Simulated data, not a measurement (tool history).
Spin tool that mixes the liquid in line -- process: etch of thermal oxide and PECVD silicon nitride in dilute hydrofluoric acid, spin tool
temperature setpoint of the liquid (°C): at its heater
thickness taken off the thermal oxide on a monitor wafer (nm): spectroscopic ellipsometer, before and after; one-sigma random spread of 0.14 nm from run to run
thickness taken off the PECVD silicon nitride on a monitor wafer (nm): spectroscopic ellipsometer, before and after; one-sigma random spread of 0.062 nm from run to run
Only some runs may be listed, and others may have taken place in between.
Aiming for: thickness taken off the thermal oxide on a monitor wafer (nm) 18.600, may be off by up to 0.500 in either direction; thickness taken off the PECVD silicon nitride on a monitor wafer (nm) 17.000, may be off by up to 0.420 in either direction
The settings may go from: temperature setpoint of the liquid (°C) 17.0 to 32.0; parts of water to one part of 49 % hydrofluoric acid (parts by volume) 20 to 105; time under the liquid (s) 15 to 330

run	hour	temperature setpoint of the liquid (°C)	parts of water to one part of 49 % hydrofluoric acid (parts by volume)	time under the liquid (s)	thickness taken off the thermal oxide on a monitor wafer (nm)	thickness taken off the PECVD silicon nitride on a monitor wafer (nm)
1	0.0	24.0	55	170	14.837	11.800
2	7.0	24.0	45	170	18.495	14.372
3	11.8	24.0	45	225	24.473	18.936
4	14.0	25.5	55	230	21.292	17.632
5	22.0	26.5	60	230	20.489	17.343
6	26.7	23.0	60	230	17.754	13.757
7	29.9	27.0	70	235	18.098	15.698
8	37.5	27.5	70	235	17.966	16.248
9	39.1	27.5	70	235	18.199	16.261
10	41.0	27.5	70	235	18.294	16.157

Exercise: of the 5 proposed moves below, exactly one satisfies all targets within the stated allowed misses. Which move is it?
A	42.9	26.0	75	260	?	?
B	42.9	29.5	60	185	?	?
C	42.9	27.0	55	190	?	?
D	42.9	24.5	70	270	?	?
E	42.9	26.0	60	205	?	?

move	thickness taken off the thermal oxide on a monitor wafer (nm)	thickness taken off the PECVD silicon nitride on a monitor wafer (nm)
A	17.796	15.070
B	18.555	16.795
C	18.970	15.977
D	18.770	15.172
E	17.900	14.811
A: the biggest miss grows against the last run
B: meets every target
C: the biggest miss grows against the last run
D: the biggest miss grows against the last run
E: the biggest miss grows against the last run
So the answer is move B, the one that meets all the targets.

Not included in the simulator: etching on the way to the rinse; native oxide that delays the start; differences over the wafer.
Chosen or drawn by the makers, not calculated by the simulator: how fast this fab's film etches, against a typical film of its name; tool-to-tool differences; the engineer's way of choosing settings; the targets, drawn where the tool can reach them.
